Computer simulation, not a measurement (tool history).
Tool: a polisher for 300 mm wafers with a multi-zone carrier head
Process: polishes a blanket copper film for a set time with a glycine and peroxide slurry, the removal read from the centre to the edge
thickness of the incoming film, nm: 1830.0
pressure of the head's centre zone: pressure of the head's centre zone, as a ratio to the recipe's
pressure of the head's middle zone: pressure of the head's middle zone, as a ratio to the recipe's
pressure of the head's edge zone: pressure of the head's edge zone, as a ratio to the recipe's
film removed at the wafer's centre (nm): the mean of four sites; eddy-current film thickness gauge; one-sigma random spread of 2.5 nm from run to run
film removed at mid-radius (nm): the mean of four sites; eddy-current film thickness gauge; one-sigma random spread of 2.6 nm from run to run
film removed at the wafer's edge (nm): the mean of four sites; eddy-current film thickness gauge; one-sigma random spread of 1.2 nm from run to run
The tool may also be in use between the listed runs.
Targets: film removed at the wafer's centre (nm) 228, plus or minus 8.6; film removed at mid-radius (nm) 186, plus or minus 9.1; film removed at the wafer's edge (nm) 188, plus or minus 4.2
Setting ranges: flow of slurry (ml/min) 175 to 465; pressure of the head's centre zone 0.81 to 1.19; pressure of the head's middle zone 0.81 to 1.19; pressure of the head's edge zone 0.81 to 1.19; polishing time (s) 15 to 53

run,hour,flow of slurry (ml/min),pressure of the head's centre zone,pressure of the head's middle zone,pressure of the head's edge zone,polishing time (s),film removed at the wafer's centre (nm),film removed at mid-radius (nm),film removed at the wafer's edge (nm)
1,0,295,1,1,1,34,143.25,141.17,142.69
2,4.1,295,1,1,1,27,114.09,113.72,114
3,9.8,295,1,1,1.07,27,115.98,115.82,116.83
4,15.3,295,1,1,1.03,27,115.14,113.72,114.91
5,16.4,315,1.06,1.01,1.06,32,148.85,135.14,140.25
# hour 17: edge zone pressure recalibrated
6,17,315,1.06,1.01,1.09,32,142.4,132.83,137.67
7,20.5,315,1.06,1.01,1.09,32,142.3,137.67,136.25
8,23,330,1.1,1.01,1.08,35,163.49,147.87,148.75

4 candidate next runs follow, results not yet known. Just one meets every target within its allowed miss. Identify it.
A,25.5,265,1.05,0.96,1.15,42,?,?,?
B,25.5,385,0.83,1.19,1.09,33,?,?,?
C,25.5,315,1.19,0.98,1.04,45,?,?,?
D,25.5,260,1.07,0.81,1.13,39,?,?,?

move,film removed at the wafer's centre (nm),film removed at mid-radius (nm),film removed at the wafer's edge (nm)
A,182.58,167.35,180.56
B,117.52,163.34,141.09
C,226,185.34,186.15
D,172.24,134.75,166.24
A: closes in on the targets versus the last run, not all within tolerance yet
B: further off than the last run
C: hits every target within its allowed miss
D: closes in on the targets versus the last run, not all within tolerance yet
Move C is the one to make.

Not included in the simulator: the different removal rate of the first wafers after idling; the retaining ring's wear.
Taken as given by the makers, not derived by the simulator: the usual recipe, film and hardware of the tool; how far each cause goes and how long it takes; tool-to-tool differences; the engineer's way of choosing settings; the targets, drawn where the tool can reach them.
